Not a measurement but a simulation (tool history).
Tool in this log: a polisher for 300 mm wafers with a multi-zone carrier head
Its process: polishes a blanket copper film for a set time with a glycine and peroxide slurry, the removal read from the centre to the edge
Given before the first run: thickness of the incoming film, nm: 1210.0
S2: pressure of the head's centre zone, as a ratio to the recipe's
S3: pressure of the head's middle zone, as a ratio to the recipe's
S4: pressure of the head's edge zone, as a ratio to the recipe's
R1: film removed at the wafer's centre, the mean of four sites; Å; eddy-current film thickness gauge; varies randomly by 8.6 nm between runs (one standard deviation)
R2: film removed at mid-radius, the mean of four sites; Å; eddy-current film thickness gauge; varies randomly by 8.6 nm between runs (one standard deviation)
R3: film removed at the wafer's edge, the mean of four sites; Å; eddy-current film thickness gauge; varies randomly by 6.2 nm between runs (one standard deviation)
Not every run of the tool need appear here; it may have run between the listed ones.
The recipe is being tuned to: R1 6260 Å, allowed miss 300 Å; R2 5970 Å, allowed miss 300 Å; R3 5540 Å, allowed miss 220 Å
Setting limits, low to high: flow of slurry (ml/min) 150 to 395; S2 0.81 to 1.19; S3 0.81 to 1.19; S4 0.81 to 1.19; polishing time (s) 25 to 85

Run 1, hour 0: flow of slurry (ml/min) 250, S2 1, S3 1, S4 1, polishing time (s) 55. Result: R1 4280.1 Å, R2 4246.2 Å, R3 4307.4 Å.
Run 2, hour 1.4: flow of slurry (ml/min) 250, S2 1, S3 1, S4 1.06, polishing time (s) 55. Result: R1 4323 Å, R2 4297.7 Å, R3 4542 Å.
Run 3, hour 9.2: flow of slurry (ml/min) 250, S2 1, S3 0.96, S4 1.06, polishing time (s) 55. Result: R1 4317.1 Å, R2 4242.1 Å, R3 4493.3 Å.
Run 4, hour 13.5: flow of slurry (ml/min) 250, S2 1, S3 0.96, S4 1.06, polishing time (s) 47. Result: R1 3729.3 Å, R2 3515.6 Å, R3 3805 Å.
Run 5, hour 18.5: flow of slurry (ml/min) 250, S2 1, S3 1.02, S4 1.06, polishing time (s) 47. Result: R1 3690.3 Å, R2 3719.4 Å, R3 3783 Å.
Run 6, hour 25.3: flow of slurry (ml/min) 255, S2 1.03, S3 1.04, S4 1.06, polishing time (s) 50. Result: R1 3930.8 Å, R2 4041.1 Å, R3 4096.3 Å.
Run 7, hour 28.1: flow of slurry (ml/min) 260, S2 1.06, S3 1.04, S4 1.03, polishing time (s) 53. Result: R1 4409.4 Å, R2 4307.5 Å, R3 4242.1 Å.
Run 8, hour 32.5: flow of slurry (ml/min) 265, S2 1.08, S3 1.05, S4 1.04, polishing time (s) 55. Result: R1 4672.9 Å, R2 4596.9 Å, R3 4429.8 Å.
Run 9, hour 38.6: flow of slurry (ml/min) 270, S2 1.1, S3 1.05, S4 1.05, polishing time (s) 56. Result: R1 4917 Å, R2 4690.8 Å, R3 4613.4 Å.
Run 10, hour 45: flow of slurry (ml/min) 275, S2 1.11, S3 1.06, S4 1.06, polishing time (s) 57. Result: R1 4884 Å, R2 4760 Å, R3 4704.9 Å.
Run 11, hour 52.5: flow of slurry (ml/min) 275, S2 1.11, S3 1.06, S4 1.06, polishing time (s) 57. Result: R1 5044.8 Å, R2 4766.7 Å, R3 4732.5 Å.
Run 12, hour 55.8: flow of slurry (ml/min) 280, S2 1.12, S3 1.07, S4 1.06, polishing time (s) 58. Result: R1 5193.8 Å, R2 5013.5 Å, R3 4747 Å.
Run 13, hour 58.8: flow of slurry (ml/min) 280, S2 1.13, S3 1.07, S4 1.07, polishing time (s) 59. Result: R1 5099.8 Å, R2 4838.9 Å, R3 4885.1 Å.
Run 14, hour 65.1: flow of slurry (ml/min) 285, S2 1.14, S3 1.08, S4 1.06, polishing time (s) 60. Result: R1 5295.9 Å, R2 5048 Å, R3 4960.3 Å.
Run 15, hour 70.7: flow of slurry (ml/min) 285, S2 1.15, S3 1.09, S4 1.05, polishing time (s) 61. Result: R1 5329.6 Å, R2 5136.8 Å, R3 4930.9 Å.
Run 16, hour 72.3: flow of slurry (ml/min) 290, S2 1.16, S3 1.09, S4 1.05, polishing time (s) 62. Result: R1 5605.7 Å, R2 5292.9 Å, R3 5075.6 Å.
Run 17, hour 79.3: flow of slurry (ml/min) 290, S2 1.16, S3 1.1, S4 1.05, polishing time (s) 63. Result: R1 5716.1 Å, R2 5559.5 Å, R3 5150.4 Å.
Run 18, hour 85.6: flow of slurry (ml/min) 290, S2 1.16, S3 1.1, S4 1.05, polishing time (s) 64. Result: R1 5817 Å, R2 5397.4 Å, R3 5310.2 Å.
Run 19, hour 88.5: flow of slurry (ml/min) 295, S2 1.16, S3 1.11, S4 1.05, polishing time (s) 64. Result: R1 5701.2 Å, R2 5725.6 Å, R3 5160.1 Å.
Run 20, hour 91.6: flow of slurry (ml/min) 295, S2 1.16, S3 1.11, S4 1.05, polishing time (s) 65. Result: R1 5860.6 Å, R2 5558.6 Å, R3 5380.2 Å.
Run 21, hour 98.7: flow of slurry (ml/min) 295, S2 1.16, S3 1.12, S4 1.05, polishing time (s) 65. Result: R1 5941.2 Å, R2 5718.8 Å, R3 5307.4 Å.

5 candidate next runs follow, results not yet known. Just one meets every target within its allowed miss. Identify it.
Run A, hour 105.8: flow of slurry (ml/min) 295, S2 1.04, S3 1.18, S4 1.16, polishing time (s) 65. Result: R1 ?, R2 ?, R3 ?.
Run B, hour 105.8: flow of slurry (ml/min) 265, S2 1.19, S3 0.81, S4 0.92, polishing time (s) 78. Result: R1 ?, R2 ?, R3 ?.
Run C, hour 105.8: flow of slurry (ml/min) 300, S2 1.16, S3 0.91, S4 1.16, polishing time (s) 69. Result: R1 ?, R2 ?, R3 ?.
Run D, hour 105.8: flow of slurry (ml/min) 245, S2 1.17, S3 1.09, S4 0.98, polishing time (s) 71. Result: R1 ?, R2 ?, R3 ?.
Run E, hour 105.8: flow of slurry (ml/min) 310, S2 1.19, S3 1.11, S4 0.98, polishing time (s) 64. Result: R1 ?, R2 ?, R3 ?.

move      R1      R2      R3
   A  5396.4  6018.6  5718.4
   B  7063.7  5203.5  6101.5
   C  6220.3  5130.9  6099.9
   D  6295.5  6015.1  5661.3
   E  5912.6  5647.5  5200.5
A: lands further from the targets than the last run did
B: carries the result that was furthest off beyond its target, to the other side
C: brings the last run's worst result on target, with another outside its allowed miss
D: each result inside its tolerance
E: lands further from the targets than the last run did
Answer: D
